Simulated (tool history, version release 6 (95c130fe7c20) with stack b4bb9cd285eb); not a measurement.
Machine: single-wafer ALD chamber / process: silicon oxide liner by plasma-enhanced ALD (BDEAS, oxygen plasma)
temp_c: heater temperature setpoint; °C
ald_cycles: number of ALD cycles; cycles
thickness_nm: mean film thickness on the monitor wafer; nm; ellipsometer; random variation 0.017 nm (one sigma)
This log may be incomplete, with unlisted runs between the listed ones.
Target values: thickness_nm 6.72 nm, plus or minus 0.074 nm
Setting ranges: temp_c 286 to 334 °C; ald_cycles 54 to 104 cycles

run,day,temp_c,ald_cycles,thickness_nm
1,0,310,79,7.6957
2,0.258,310,68,6.6054
3,0.392,309,68,6.6208
4,0.604,320,68,6.4697
5,0.625,318,68,6.5095
6,0.792,317,68,6.5202
7,1.142,316,68,6.5337
8,1.442,315,68,6.5532
9,1.704,314,68,6.5712
10,2.058,313,68,6.6098
11,2.208,312,68,6.591
12,2.533,311,68,6.5848
13,2.579,307,70,6.8176
14,2.654,308,70,6.8338

Of the 5 settings listed for the next run, only one would bring every result within its allowed miss of target. Which one?
A,2.729,304,70,?
B,2.729,303,70,?
C,2.729,311,73,?
D,2.729,310,69,?
E,2.729,309,71,?

move,thickness_nm
A,6.8568
B,6.8677
C,7.0705
D,6.6939
E,6.8991
A: lands further from the targets than the last run did
B: lands further from the targets than the last run did
C: lands further from the targets than the last run did
D: in spec on every target
E: lands further from the targets than the last run did
So the answer is move D, the one that meets all the targets.

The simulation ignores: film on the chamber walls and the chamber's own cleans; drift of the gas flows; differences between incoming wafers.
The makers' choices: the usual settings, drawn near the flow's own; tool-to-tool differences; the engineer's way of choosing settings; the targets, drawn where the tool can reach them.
